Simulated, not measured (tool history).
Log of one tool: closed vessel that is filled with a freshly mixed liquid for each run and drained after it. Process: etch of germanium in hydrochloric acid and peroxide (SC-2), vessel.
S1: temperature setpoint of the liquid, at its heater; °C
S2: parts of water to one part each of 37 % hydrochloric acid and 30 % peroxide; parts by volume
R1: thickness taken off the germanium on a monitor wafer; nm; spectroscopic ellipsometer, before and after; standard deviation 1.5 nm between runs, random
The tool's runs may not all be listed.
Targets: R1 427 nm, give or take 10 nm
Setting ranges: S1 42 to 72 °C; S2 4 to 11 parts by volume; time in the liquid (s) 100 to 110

Run 1, hour 0: S1 58 °C, S2 6 parts by volume, time in the liquid (s) 100. Result: R1 590.66 nm.
Run 2, hour 5.8: S1 54.5 °C, S2 6 parts by volume, time in the liquid (s) 100. Result: R1 533.86 nm.
Run 3, hour 9: S1 52 °C, S2 6 parts by volume, time in the liquid (s) 100. Result: R1 492.43 nm.
Run 4, hour 15: S1 50.5 °C, S2 6 parts by volume, time in the liquid (s) 100. Result: R1 469.17 nm.
Run 5, hour 15.9: S1 50.5 °C, S2 4.5 parts by volume, time in the liquid (s) 100. Result: R1 472.62 nm.
Run 6, hour 24.2: S1 50.5 °C, S2 5.5 parts by volume, time in the liquid (s) 100. Result: R1 471.46 nm.
Run 7, hour 28.5: S1 49.5 °C, S2 5.5 parts by volume, time in the liquid (s) 100. Result: R1 458.42 nm.
Run 8, hour 32.3: S1 48.5 °C, S2 5.5 parts by volume, time in the liquid (s) 100. Result: R1 440.85 nm.

Which single option among these 5 for the next run brings every result within its allowed miss of target? Just one does.
Run A, hour 36.1: S1 49.5 °C, S2 7 parts by volume, time in the liquid (s) 100. Result: R1 ?.
Run B, hour 36.1: S1 50.5 °C, S2 4 parts by volume, time in the liquid (s) 100. Result: R1 ?.
Run C, hour 36.1: S1 49.5 °C, S2 6.5 parts by volume, time in the liquid (s) 100. Result: R1 ?.
Run D, hour 36.1: S1 46 °C, S2 4.5 parts by volume, time in the liquid (s) 105. Result: R1 ?.
Run E, hour 36.1: S1 49.5 °C, S2 5.5 parts by volume, time in the liquid (s) 100. Result: R1 ?.

move      R1
   A  454.04
   B  476.64
   C  455.73
   D  431.46
   E  458.69
A: misses by more than the last run did
B: misses by more than the last run did
C: misses by more than the last run did
D: each result inside its tolerance
E: misses by more than the last run did
D meets every target.

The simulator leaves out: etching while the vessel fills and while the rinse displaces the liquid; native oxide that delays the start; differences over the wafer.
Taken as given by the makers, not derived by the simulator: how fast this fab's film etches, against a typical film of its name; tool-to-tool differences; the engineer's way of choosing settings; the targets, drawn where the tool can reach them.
